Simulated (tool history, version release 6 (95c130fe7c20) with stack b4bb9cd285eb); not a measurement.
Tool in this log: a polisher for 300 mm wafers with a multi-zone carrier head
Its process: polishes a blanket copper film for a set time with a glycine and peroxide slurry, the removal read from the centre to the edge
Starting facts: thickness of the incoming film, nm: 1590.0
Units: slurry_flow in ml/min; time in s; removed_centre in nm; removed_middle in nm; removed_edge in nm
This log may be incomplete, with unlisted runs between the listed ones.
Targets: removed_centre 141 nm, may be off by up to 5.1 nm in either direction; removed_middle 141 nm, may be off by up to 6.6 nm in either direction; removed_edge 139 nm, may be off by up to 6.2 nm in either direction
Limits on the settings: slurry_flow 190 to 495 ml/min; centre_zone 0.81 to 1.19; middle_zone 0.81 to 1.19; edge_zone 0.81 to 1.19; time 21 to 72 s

run,hour,slurry_flow,centre_zone,middle_zone,edge_zone,time,removed_centre,removed_middle,removed_edge
1,0,320,1,1,1,46,193.28,194.45,193.17
2,4.3,320,0.99,0.99,0.98,44,181.41,187.48,186.51
3,13.4,320,1,0.99,0.98,42,176.98,177.13,172.57
4,21.3,320,0.93,0.99,0.98,42,165.66,175.97,180.28
5,24.1,320,0.93,0.99,0.98,53,205.08,225.88,219.78
6,32.3,320,0.93,0.99,0.98,42,163.49,177.25,175.92
7,34.1,320,0.94,0.98,0.96,41,162.24,173.47,170.21
8,38.4,320,0.94,0.96,0.95,40,157.23,164.5,167.1
9,41.2,320,0.95,0.95,0.93,39,158.04,161.52,160.84
10,45.7,320,0.95,0.95,0.93,39,158.16,161.15,158.58

Pick the move, out of 4, that brings all results within their allowed miss; only one does.
A,50.2,405,1.05,0.89,0.89,31,?,?,?
B,50.2,405,1.1,1.12,0.81,39,?,?,?
C,50.2,380,0.85,0.81,1.1,35,?,?,?
D,50.2,355,0.97,0.95,0.9,34,?,?,?

move,removed_centre,removed_middle,removed_edge
A,142.83,125.88,126.7
B,188.62,192.23,152.48
C,129.53,130.98,157.67
D,142.97,144.25,138.38
A: the furthest-off result lands on target, but another misses its tolerance
B: misses by more than the last run did
C: pushes the last run's worst result past its target
D: each result inside its tolerance
So the answer is move D, the one that meets all the targets.
